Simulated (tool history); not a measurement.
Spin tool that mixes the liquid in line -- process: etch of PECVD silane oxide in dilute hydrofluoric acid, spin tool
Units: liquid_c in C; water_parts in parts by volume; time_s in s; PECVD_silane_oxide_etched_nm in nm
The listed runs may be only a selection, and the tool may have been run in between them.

| run | hour | liquid_c | water_parts | time_s | PECVD_silane_oxide_etched_nm |
|---|---|---|---|---|---|
| 1 | 0 | 25 | 60 | 35 | 24.565 |
| 2 | 1.9 | 25 | 60 | 25 | 17.473 |
| 3 | 6.5 | 25 | 60 | 35 | 24.593 |
| 4 | 8.2 | 23 | 65 | 35 | 20.633 |
| 5 | 9.4 | 21.5 | 70 | 35 | 18.016 |
| 6 | 16.4 | 20.5 | 75 | 35 | 16.364 |
|  | 17.1 | hydrofluoric acid flow meter replaced |
| 7 | 17.1 | 19.5 | 80 | 35 | 13.056 |

For run 8, what comes out?
| 8 | 18.9 | 19 | 80 | 35 | ? |

PECVD_silane_oxide_etched_nm: 12.759 nm

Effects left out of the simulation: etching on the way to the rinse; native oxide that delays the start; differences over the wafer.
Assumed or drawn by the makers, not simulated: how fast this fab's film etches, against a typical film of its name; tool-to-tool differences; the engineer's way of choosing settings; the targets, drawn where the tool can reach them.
